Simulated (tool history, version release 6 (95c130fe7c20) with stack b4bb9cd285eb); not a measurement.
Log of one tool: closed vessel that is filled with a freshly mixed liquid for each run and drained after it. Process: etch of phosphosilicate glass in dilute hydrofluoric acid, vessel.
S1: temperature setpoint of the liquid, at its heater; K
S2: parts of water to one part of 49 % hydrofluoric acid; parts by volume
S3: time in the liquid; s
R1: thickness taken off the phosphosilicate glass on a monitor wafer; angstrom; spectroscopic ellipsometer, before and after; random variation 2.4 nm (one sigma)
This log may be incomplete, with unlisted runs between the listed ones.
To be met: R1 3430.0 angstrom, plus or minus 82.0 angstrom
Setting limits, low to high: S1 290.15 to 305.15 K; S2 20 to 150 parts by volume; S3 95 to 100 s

run  hour      S1   S2  S3      R1
  1   0.0  297.15   85  95  1974.1
  2   4.2  297.15   85  95  1971.5
  3   9.4  297.15  100  95  1614.7
  4  13.7  299.15   90  95  2003.0
  5  16.8  300.65   85  95  2284.0
  6  26.0  301.65   80  95  2497.4
  7  34.3  305.15   60  95  3920.4
  8  41.0  304.15   60  95  3791.9
  9  48.4  303.65   60  95  3756.7
 10  52.8  303.15   60  95  3634.6
 11  57.4  302.65   60  95  3577.5
 12  59.7  302.15   60  95  3519.0

4 next moves are on the table. One of them brings every result within its allowed miss. Which?
  A  62.0  303.15  60   95   ?
  B  62.0  298.65  60  100   ?
  C  62.0  300.15  60  100   ?
  D  62.0  302.65  60   95   ?

move      R1
   A  3658.4
   B  3222.4
   C  3422.1
   D  3587.8
A: misses by more than the last run did
B: moves the result that the last run missed by most past its target, out the other side
C: all results in spec
D: misses by more than the last run did
C is the move that brings every result within its allowed miss.
